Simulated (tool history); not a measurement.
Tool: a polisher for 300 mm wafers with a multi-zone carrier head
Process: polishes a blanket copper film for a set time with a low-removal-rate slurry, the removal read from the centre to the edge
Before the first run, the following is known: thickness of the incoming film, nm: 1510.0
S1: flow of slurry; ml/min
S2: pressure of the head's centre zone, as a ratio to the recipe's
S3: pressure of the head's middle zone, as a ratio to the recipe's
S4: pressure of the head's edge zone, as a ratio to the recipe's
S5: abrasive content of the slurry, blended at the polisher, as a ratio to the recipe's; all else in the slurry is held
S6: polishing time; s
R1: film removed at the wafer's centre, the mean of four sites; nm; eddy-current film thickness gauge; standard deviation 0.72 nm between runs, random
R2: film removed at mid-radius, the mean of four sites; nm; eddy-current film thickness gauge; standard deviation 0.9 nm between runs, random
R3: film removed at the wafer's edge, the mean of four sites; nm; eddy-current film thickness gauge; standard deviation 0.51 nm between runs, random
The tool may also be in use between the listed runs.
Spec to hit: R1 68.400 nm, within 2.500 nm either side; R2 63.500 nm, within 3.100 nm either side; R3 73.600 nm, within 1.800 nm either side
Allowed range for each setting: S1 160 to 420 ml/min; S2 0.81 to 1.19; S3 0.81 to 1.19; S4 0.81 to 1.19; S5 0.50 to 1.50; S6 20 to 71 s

Run 1, hour 0.0: S1 270 ml/min, S2 1.00, S3 1.00, S4 1.00, S5 1.00, S6 45 s. Result: R1 88.676 nm, R2 90.266 nm, R3 88.897 nm.
Run 2, hour 1.2: S1 260 ml/min, S2 0.98, S3 0.96, S4 0.99, S5 0.90, S6 44 s. Result: R1 82.412 nm, R2 83.104 nm, R3 84.020 nm.
Run 3, hour 4.9: S1 260 ml/min, S2 0.98, S3 0.96, S4 0.96, S5 0.90, S6 44 s. Result: R1 81.676 nm, R2 82.811 nm, R3 84.123 nm.
Run 4, hour 9.8: S1 255 ml/min, S2 0.97, S3 0.93, S4 0.96, S5 0.80, S6 44 s. Result: R1 77.515 nm, R2 79.151 nm, R3 81.995 nm.
Run 5, hour 10.4: S1 250 ml/min, S2 0.98, S3 0.90, S4 0.96, S5 0.75, S6 44 s. Result: R1 79.707 nm, R2 76.480 nm, R3 81.631 nm.
Run 6, hour 12.1: S1 250 ml/min, S2 0.98, S3 0.90, S4 0.96, S5 0.60, S6 44 s. Result: R1 74.924 nm, R2 73.022 nm, R3 78.588 nm.
Run 7, hour 13.9: S1 245 ml/min, S2 0.97, S3 0.88, S4 0.95, S5 0.60, S6 44 s. Result: R1 73.740 nm, R2 69.594 nm, R3 77.591 nm.
Run 8, hour 16.7: S1 240 ml/min, S2 0.96, S3 0.87, S4 0.94, S5 0.60, S6 44 s. Result: R1 73.241 nm, R2 70.771 nm, R3 77.242 nm.
Run 9, hour 20.0: S1 235 ml/min, S2 0.96, S3 0.86, S4 0.94, S5 0.60, S6 44 s. Result: R1 73.695 nm, R2 68.681 nm, R3 76.575 nm.
Run 10, hour 24.4: S1 225 ml/min, S2 0.95, S3 0.85, S4 0.94, S5 0.60, S6 44 s. Result: R1 72.345 nm, R2 67.110 nm, R3 77.228 nm.
Run 11, hour 32.8: S1 220 ml/min, S2 0.94, S3 0.85, S4 0.93, S5 0.60, S6 44 s. Result: R1 70.683 nm, R2 68.083 nm, R3 75.268 nm.
Run 12, hour 35.0: S1 215 ml/min, S2 0.94, S3 0.84, S4 0.93, S5 0.60, S6 44 s. Result: R1 71.343 nm, R2 68.570 nm, R3 76.097 nm.
Run 13, hour 42.3: S1 220 ml/min, S2 0.94, S3 0.83, S4 0.93, S5 0.60, S6 44 s. Result: R1 71.256 nm, R2 66.933 nm, R3 76.098 nm.
Run 14, hour 44.6: S1 215 ml/min, S2 0.94, S3 0.83, S4 0.93, S5 0.60, S6 44 s. Result: R1 72.434 nm, R2 66.802 nm, R3 76.679 nm.

Pick the move, out of 4, that brings all results within their allowed miss; only one does.
Run A, hour 46.9: S1 185 ml/min, S2 0.93, S3 0.93, S4 0.91, S5 0.55, S6 46 s. Result: R1 ?, R2 ?, R3 ?.
Run B, hour 46.9: S1 265 ml/min, S2 0.96, S3 0.86, S4 1.02, S5 0.70, S6 39 s. Result: R1 ?, R2 ?, R3 ?.
Run C, hour 46.9: S1 220 ml/min, S2 1.01, S3 0.81, S4 0.92, S5 0.65, S6 42 s. Result: R1 ?, R2 ?, R3 ?.
Run D, hour 46.9: S1 215 ml/min, S2 0.95, S3 0.86, S4 0.92, S5 0.70, S6 46 s. Result: R1 ?, R2 ?, R3 ?.

move      R1      R2      R3
   A  71.813  76.522  77.414
   B  68.077  65.585  73.256
   C  74.684  65.234  74.054
   D  77.707  75.842  81.943
A: the biggest miss grows against the last run
B: in spec on every target
C: gets the furthest-off result to its target, but another result is out of tolerance
D: the biggest miss grows against the last run
Correct choice: B, which meets every target

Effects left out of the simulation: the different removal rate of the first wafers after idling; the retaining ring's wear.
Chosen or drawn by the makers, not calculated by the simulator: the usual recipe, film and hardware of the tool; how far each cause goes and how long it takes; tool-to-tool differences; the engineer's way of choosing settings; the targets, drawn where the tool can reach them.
